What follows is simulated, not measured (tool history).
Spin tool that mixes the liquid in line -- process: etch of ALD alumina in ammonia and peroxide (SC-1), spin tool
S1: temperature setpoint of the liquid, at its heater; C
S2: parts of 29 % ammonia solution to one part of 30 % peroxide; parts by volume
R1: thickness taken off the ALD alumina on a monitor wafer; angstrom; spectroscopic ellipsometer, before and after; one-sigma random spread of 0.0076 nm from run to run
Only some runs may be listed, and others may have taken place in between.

Run 1, hour 0.0: S1 47.0 C, S2 0.70 parts by volume, time under the liquid (s) 55. Result: R1 24.260 angstrom.
Run 2, hour 3.6: S1 47.0 C, S2 0.70 parts by volume, time under the liquid (s) 55. Result: R1 24.351 angstrom.
Run 3, hour 8.8: S1 44.0 C, S2 0.65 parts by volume, time under the liquid (s) 55. Result: R1 20.492 angstrom.
Run 4, hour 15.9: S1 42.0 C, S2 0.60 parts by volume, time under the liquid (s) 55. Result: R1 18.044 angstrom.
Run 5, hour 16.6: S1 40.5 C, S2 0.55 parts by volume, time under the liquid (s) 55. Result: R1 16.397 angstrom.
Run 6, hour 22.6: S1 46.0 C, S2 0.55 parts by volume, time under the liquid (s) 55. Result: R1 22.595 angstrom.

The next listed run, before its measurement:
Run 7, hour 26.2: S1 43.0 C, S2 0.55 parts by volume, time under the liquid (s) 55. Result: R1 ?.

Run 7 came out at R1 18.947 angstrom.
